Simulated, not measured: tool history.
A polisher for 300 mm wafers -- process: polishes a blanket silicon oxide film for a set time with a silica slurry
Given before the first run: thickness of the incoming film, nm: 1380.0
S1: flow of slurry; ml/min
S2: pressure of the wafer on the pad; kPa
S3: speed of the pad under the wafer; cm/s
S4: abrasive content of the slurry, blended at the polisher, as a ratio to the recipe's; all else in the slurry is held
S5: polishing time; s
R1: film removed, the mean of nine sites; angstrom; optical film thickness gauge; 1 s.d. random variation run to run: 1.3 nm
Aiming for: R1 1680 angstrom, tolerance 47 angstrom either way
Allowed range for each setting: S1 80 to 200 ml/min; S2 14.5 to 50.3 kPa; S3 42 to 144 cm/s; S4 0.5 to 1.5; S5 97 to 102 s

run    day   S1    S2  S3  S4  S5      R1
  1      0  130  32.4  92   1  97  2813.4
  2  0.196  155  32.4  92   1  97  2911.3
  3    0.3  185  32.4  92   1  97    2935
  4  0.442  185  30.3  92   1  97  2875.8
  5  0.617  185  27.6  92   1  97  2654.6
  6  0.846  185  27.6  92   1  97  2645.2
  7  0.971  180  26.2  90   1  97  2491.9
  8  1.267  175  24.8  90   1  97  2416.8
  9  1.396  175  23.4  88   1  97  2264.7
 10  1.629  170  22.1  88   1  97  2210.2
 11  1.721  170  21.4  86   1  97    2060
 12  1.925  165  20.7  86   1  97  2052.6
 13  2.217  160    20  86   1  97  1997.9

Below are 4 possible settings for the next run. Only one of them brings all results inside the allowed miss of their targets. Which is it?
  A  2.508  195  24.8  60   0.9  97   ?
  B  2.508  170  17.2  76   0.9  97   ?
  C  2.508  175  16.5  78  0.95  97   ?
  D  2.508  200    29  78   1.1  97   ?

move      R1
   A  1659.4
   B  1555.6
   C  1604.6
   D  2538.5
A: hits every target within its allowed miss
B: takes the biggest miss from the last run beyond its target
C: takes the biggest miss from the last run beyond its target
D: moves away from the targets compared with the last run
The right move is A.
